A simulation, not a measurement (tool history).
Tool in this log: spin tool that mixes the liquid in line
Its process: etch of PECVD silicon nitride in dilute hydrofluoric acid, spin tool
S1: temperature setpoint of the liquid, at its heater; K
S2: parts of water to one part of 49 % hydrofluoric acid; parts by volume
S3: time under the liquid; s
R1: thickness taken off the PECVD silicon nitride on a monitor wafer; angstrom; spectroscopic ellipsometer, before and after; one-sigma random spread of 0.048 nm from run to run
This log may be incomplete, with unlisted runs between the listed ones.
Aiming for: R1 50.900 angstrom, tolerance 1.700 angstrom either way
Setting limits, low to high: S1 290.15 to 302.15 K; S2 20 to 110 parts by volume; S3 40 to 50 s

run,hour,S1,S2,S3,R1
1,0.0,294.15,60,50,38.470
2,2.6,294.15,40,50,56.185
3,6.1,294.15,25,50,89.524
4,10.4,293.15,25,50,83.716
5,13.1,293.15,45,50,48.121
6,15.7,293.15,25,50,83.946
7,20.5,290.15,40,50,42.365
8,23.9,290.65,40,50,44.246
9,30.1,291.15,40,50,46.123
10,30.7,291.15,40,50,45.677
11,39.3,291.65,40,50,47.227

Which one of the following 5 next-run settings gets every result inside its allowed miss? There is exactly one.
A,47.9,292.65,45,50,?
B,47.9,291.15,35,45,?
C,47.9,290.65,35,50,?
D,47.9,290.15,35,45,?
E,47.9,294.65,50,50,?

move,R1
A,45.385
B,46.865
C,50.253
D,43.643
E,47.055
A: lands further from the targets than the last run did
B: lands further from the targets than the last run did
C: hits every target within its allowed miss
D: lands further from the targets than the last run did
E: no nearer and no further than the last run
Go with C: it meets all targets.
